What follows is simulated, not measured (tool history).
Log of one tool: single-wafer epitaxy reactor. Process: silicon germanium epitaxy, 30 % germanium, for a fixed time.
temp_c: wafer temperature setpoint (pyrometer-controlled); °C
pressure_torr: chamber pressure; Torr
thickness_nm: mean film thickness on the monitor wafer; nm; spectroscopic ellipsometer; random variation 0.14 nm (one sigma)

run  hour  temp_c  pressure_torr  thickness_nm
  1   0.0     600           14.3        47.341
  2   8.9     592           14.3        40.809
  3  12.4     596           14.4        44.126
  4  14.3     599           14.5        46.759
  5  22.6     599           13.5        45.618
  6  24.3     602           13.6        48.454
  7  26.5     605           13.7        51.056
  8  34.8     607           13.8        53.430
  9  37.4     609           13.8        55.065
 10  41.1     611           13.8        57.380
 11  44.5     612           13.8        58.240
 12  48.8     613           13.8        59.402
 13  56.3     614           13.8        60.774
 14  61.2     615           13.8        61.451
 15  65.4     616           13.8        62.468
 16  67.9     617           13.8        63.861

The next listed run, before its measurement:
 17  76.4     618           13.8             ?

{"run 17": {"thickness_nm": 64.985}}
